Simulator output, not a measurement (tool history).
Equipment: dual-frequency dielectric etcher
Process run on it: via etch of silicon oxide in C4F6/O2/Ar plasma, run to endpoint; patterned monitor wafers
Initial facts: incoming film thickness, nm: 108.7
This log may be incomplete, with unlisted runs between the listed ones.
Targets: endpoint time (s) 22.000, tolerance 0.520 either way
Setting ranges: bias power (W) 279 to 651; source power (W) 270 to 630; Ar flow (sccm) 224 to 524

{"run": 1, "hour": 0.0, "bias power (W)": 465, "source power (W)": 450, "Ar flow (sccm)": 374, "endpoint time (s)": 24.152}
{"run": 2, "hour": 4.9, "bias power (W)": 399, "source power (W)": 450, "Ar flow (sccm)": 374, "endpoint time (s)": 25.905}
{"run": 3, "hour": 13.7, "bias power (W)": 430, "source power (W)": 460, "Ar flow (sccm)": 373, "endpoint time (s)": 24.995}
{"run": 4, "hour": 21.4, "bias power (W)": 430, "source power (W)": 400, "Ar flow (sccm)": 373, "endpoint time (s)": 26.082}
{"run": 5, "hour": 27.4, "bias power (W)": 373, "source power (W)": 400, "Ar flow (sccm)": 373, "endpoint time (s)": 27.85}
{"run": 6, "hour": 28.1, "bias power (W)": 373, "source power (W)": 400, "Ar flow (sccm)": 408, "endpoint time (s)": 27.991}
{"run": 7, "hour": 36.8, "bias power (W)": 418, "source power (W)": 410, "Ar flow (sccm)": 406, "endpoint time (s)": 26.512}
{"run": 8, "hour": 40.3, "bias power (W)": 453, "source power (W)": 420, "Ar flow (sccm)": 405, "endpoint time (s)": 25.378}
{"hour": 49.1, "done": "source power generator calibrated"}
{"run": 9, "hour": 49.1, "bias power (W)": 480, "source power (W)": 430, "Ar flow (sccm)": 404, "endpoint time (s)": 24.999}
{"run": 10, "hour": 57.7, "bias power (W)": 508, "source power (W)": 440, "Ar flow (sccm)": 402, "endpoint time (s)": 24.162}
{"run": 11, "hour": 61.8, "bias power (W)": 528, "source power (W)": 450, "Ar flow (sccm)": 401, "endpoint time (s)": 23.514}

Next run, 4 choices. One meets every target within its allowed miss, the rest don't. Which?
{"run": "A", "hour": 65.9, "bias power (W)": 574, "source power (W)": 500, "Ar flow (sccm)": 413, "endpoint time (s)": "?"}
{"run": "B", "hour": 65.9, "bias power (W)": 478, "source power (W)": 400, "Ar flow (sccm)": 439, "endpoint time (s)": "?"}
{"run": "C", "hour": 65.9, "bias power (W)": 487, "source power (W)": 440, "Ar flow (sccm)": 425, "endpoint time (s)": "?"}
{"run": "D", "hour": 65.9, "bias power (W)": 436, "source power (W)": 490, "Ar flow (sccm)": 368, "endpoint time (s)": "?"}

move=A endpoint_time_(s)=22.158
move=B endpoint_time_(s)=25.992
move=C endpoint_time_(s)=24.901
move=D endpoint_time_(s)=24.721
A: all results in spec
B: its largest miss is bigger than the last run's
C: its largest miss is bigger than the last run's
D: its largest miss is bigger than the last run's
The move that meets every target is A.
